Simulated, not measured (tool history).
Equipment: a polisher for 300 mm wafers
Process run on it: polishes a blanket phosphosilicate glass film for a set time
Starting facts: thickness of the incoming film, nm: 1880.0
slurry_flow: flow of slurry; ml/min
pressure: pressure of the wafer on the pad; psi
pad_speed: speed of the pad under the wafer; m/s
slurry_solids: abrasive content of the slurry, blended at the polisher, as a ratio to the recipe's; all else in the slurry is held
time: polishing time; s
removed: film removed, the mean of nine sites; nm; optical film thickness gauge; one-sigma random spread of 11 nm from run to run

run  hour  slurry_flow  pressure  pad_speed  slurry_solids  time  removed
  1     0          300       2.1       1.04              1    87    495.7
  2   0.9          300       2.3       1.06              1    87   534.53
  3   2.6          300       2.3       1.06              1    92   582.55
  4     9          300       2.3       1.06           1.15    92   639.84
  5  17.7          300       2.5       1.06           1.15    92   699.65
  6  18.3          300       2.6       1.06           1.15    92   707.76
  7  20.6          300       2.7       1.08           1.15    92   740.85
  8  25.9          300       2.8        1.1           1.15    92   802.16
  9  27.1          300       2.9        1.1           1.15    92   834.16
 10  28.7          300         3        1.1           1.15    92   845.86

Run 11 has not been measured yet. What should we expect?
 11  31.7          300       3.1        1.1           1.15    92        ?

{"run 11": {"removed": 865.25}}

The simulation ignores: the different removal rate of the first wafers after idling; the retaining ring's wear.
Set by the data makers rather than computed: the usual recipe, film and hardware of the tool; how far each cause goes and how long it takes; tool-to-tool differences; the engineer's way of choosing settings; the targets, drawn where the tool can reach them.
